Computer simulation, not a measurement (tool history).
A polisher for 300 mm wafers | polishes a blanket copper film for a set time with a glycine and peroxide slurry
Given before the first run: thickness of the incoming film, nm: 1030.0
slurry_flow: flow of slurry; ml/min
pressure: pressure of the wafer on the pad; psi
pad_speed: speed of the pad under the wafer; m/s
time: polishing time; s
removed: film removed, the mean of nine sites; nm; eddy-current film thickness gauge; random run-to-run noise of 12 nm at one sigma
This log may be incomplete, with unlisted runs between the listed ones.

run	hour	slurry_flow	pressure	pad_speed	time	removed
1	0.0	320	3.4	1.08	69	514.99
2	8.5	320	3.4	0.90	69	436.80
3	16.9	320	3.6	0.92	69	446.92
4	19.4	320	3.6	1.18	69	547.56
5	22.0	320	3.6	1.00	69	492.16
6	25.9	320	3.6	1.00	69	491.64
7	28.8	320	3.8	1.04	69	530.58
8	35.3	320	4.0	1.06	69	550.34
9	36.7	320	4.1	1.08	69	581.33

What does the tool deliver on the next run?
10	38.8	320	4.2	1.10	69	?

{"run 10": {"removed": 593.6}}
